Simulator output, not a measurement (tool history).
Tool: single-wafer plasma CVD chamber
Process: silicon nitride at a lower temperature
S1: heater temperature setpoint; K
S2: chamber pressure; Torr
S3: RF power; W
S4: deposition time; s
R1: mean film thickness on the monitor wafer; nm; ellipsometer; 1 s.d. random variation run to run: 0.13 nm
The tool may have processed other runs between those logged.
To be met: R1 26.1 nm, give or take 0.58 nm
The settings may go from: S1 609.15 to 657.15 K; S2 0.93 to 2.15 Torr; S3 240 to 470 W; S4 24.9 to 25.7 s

run  hour      S1    S2   S3    S4      R1
  1     0  633.15  1.54  355  24.9  31.964
  2   3.1  633.15  1.48  345  24.9  30.497
  3   5.4  633.15  1.48  370  24.9    32.2
  4   9.5  633.15  1.42  365  24.9  31.827
  5  13.4  633.15  1.37  355  24.9  30.739
  6  17.8  633.15  1.32  350  24.9  29.963
  7  19.2  633.15  1.28  345  24.9  29.212
  8  27.7  633.15  1.24  340  24.9  28.648
  9  34.8  633.15   1.2  340  24.9  28.428
 10  40.8  633.15  1.17  340  24.9  28.435
 11  46.5  633.15  1.14  335  24.9  27.586
 12  49.2  633.15  0.94  325  24.9  25.287
 13  52.3  633.15  0.95  325  24.9  25.454

Which one of the following 4 next-run settings gets every result inside its allowed miss? There is exactly one.
  A  55.4  636.15  0.93  315  24.9   ?
  B  55.4  627.15  0.93  340  24.9   ?
  C  55.4  629.15  0.93  315  24.9   ?
  D  55.4  630.15  0.98  305  25.1   ?

move      R1
   A  24.639
   B  26.364
   C  24.706
   D  24.625
A: moves away from the targets compared with the last run
B: hits every target within its allowed miss
C: moves away from the targets compared with the last run
D: moves away from the targets compared with the last run
Answer: B

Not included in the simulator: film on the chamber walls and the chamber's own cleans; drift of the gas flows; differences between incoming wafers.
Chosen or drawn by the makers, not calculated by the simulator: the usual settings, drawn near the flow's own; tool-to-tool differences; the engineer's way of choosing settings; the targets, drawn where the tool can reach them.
